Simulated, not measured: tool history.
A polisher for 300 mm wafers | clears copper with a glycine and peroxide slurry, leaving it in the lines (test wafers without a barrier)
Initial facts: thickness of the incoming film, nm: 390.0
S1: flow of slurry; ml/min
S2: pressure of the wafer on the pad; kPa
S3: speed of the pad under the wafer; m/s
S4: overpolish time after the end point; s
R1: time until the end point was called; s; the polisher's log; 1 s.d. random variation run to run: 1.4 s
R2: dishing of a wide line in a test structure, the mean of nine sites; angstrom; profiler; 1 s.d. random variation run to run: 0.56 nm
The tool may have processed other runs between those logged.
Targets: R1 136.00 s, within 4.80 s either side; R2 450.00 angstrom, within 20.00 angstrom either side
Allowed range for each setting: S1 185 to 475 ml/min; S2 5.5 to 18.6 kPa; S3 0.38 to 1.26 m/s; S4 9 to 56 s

run	hour	S1	S2	S3	S4	R1	R2
1	0.0	305	11.7	0.82	29	120.86	549.19
2	7.6	305	14.5	0.82	29	110.43	579.69
3	15.3	305	14.5	0.82	20	108.91	455.60
4	18.1	305	13.1	0.80	21	116.15	448.65
5	21.1	235	13.1	0.80	21	119.00	431.83
6	24.9	235	15.2	0.80	21	111.49	472.55
7	32.1	235	11.7	0.72	28	137.69	496.00
8	38.0	235	11.7	0.72	27	136.91	475.20
9	45.1	235	11.7	0.72	26	136.16	478.44

Exercise: of the 5 proposed moves below, exactly one satisfies all targets within the stated allowed misses. Which move is it?
A	52.2	300	13.8	0.60	30	?	?
B	52.2	235	9.7	0.80	29	?	?
C	52.2	240	13.8	0.66	26	?	?
D	52.2	215	15.9	0.60	24	?	?
E	52.2	200	11.0	0.74	30	?	?

move	R1	R2
A	138.20	522.29
B	136.95	501.47
C	132.98	480.83
D	134.72	451.36
E	139.69	509.81
A: further off than the last run
B: further off than the last run
C: further off than the last run
D: meets every target
E: further off than the last run
D is the move that brings every result within its allowed miss.

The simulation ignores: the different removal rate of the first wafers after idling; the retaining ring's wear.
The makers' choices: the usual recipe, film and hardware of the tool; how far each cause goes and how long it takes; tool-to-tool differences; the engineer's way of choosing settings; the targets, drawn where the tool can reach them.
